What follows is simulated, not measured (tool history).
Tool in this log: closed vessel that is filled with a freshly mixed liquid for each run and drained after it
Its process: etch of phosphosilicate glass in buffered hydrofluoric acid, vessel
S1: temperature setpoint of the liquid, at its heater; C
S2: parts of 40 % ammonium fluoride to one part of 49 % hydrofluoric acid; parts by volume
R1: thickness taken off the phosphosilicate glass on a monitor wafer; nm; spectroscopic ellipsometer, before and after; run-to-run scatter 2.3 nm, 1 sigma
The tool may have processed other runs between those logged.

{"run": 1, "hour": 0.0, "S1": 21, "S2": 12.5, "time in the liquid (s)": 30, "R1": 134.19}
{"run": 2, "hour": 4.5, "S1": 21, "S2": 9.5, "time in the liquid (s)": 30, "R1": 169.69}
{"run": 3, "hour": 11.5, "S1": 21, "S2": 9.5, "time in the liquid (s)": 30, "R1": 171.06}
{"run": 4, "hour": 17.6, "S1": 21, "S2": 9.5, "time in the liquid (s)": 30, "R1": 173.45}
{"run": 5, "hour": 24.1, "S1": 17.5, "S2": 9.5, "time in the liquid (s)": 30, "R1": 139.66}
{"run": 6, "hour": 29.3, "S1": 17, "S2": 9.5, "time in the liquid (s)": 30, "R1": 135.97}
{"run": 7, "hour": 34.4, "S1": 19, "S2": 9, "time in the liquid (s)": 30, "R1": 159.13}
{"run": 8, "hour": 36.8, "S1": 20.5, "S2": 8.5, "time in the liquid (s)": 30, "R1": 181.54}

For run 9, what comes out?
{"run": 9, "hour": 45.1, "S1": 22, "S2": 8.5, "time in the liquid (s)": 30, "R1": "?"}

{"run 9": {"R1": 199.99}}
